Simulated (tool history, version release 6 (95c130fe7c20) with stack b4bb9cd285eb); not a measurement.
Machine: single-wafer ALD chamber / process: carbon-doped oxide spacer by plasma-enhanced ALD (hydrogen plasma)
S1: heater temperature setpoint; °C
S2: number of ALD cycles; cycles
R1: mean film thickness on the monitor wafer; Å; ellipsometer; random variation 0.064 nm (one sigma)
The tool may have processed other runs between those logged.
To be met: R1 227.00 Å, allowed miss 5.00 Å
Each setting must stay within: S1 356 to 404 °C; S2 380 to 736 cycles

{"run": 1, "hour": 0.0, "S1": 380, "S2": 558, "R1": 302.88}
{"run": 2, "hour": 3.8, "S1": 380, "S2": 526, "R1": 285.13}
{"run": 3, "hour": 10.4, "S1": 380, "S2": 501, "R1": 271.61}
{"run": 4, "hour": 18.0, "S1": 385, "S2": 501, "R1": 272.56}
{"run": 5, "hour": 20.1, "S1": 385, "S2": 481, "R1": 261.5}
{"run": 6, "hour": 28.5, "S1": 377, "S2": 481, "R1": 260.54}
{"run": 7, "hour": 35.3, "S1": 377, "S2": 467, "R1": 254.4}
{"run": 8, "hour": 39.9, "S1": 377, "S2": 455, "R1": 247.59}
{"run": 9, "hour": 45.2, "S1": 377, "S2": 446, "R1": 243.35}
{"run": 10, "hour": 53.7, "S1": 377, "S2": 439, "R1": 239.5}
{"run": 11, "hour": 61.4, "S1": 377, "S2": 434, "R1": 236.23}
{"run": 12, "hour": 69.5, "S1": 377, "S2": 430, "R1": 233.41}
{"run": 13, "hour": 77.4, "S1": 377, "S2": 427, "R1": 232.19}

Of the 4 settings listed for the next run, only one would bring every result within its allowed miss of target. Which one?
{"run": "A", "hour": 85.3, "S1": 372, "S2": 386, "R1": "?"}
{"run": "B", "hour": 85.3, "S1": 357, "S2": 441, "R1": "?"}
{"run": "C", "hour": 85.3, "S1": 383, "S2": 433, "R1": "?"}
{"run": "D", "hour": 85.3, "S1": 378, "S2": 417, "R1": "?"}

move=A R1=209.67
move=B R1=239.55
move=C R1=235.20
move=D R1=226.51
A: the result that was furthest off in the last run now lies on the other side of its target
B: its largest miss is bigger than the last run's
C: its largest miss is bigger than the last run's
D: hits every target within its allowed miss
The right move is D.
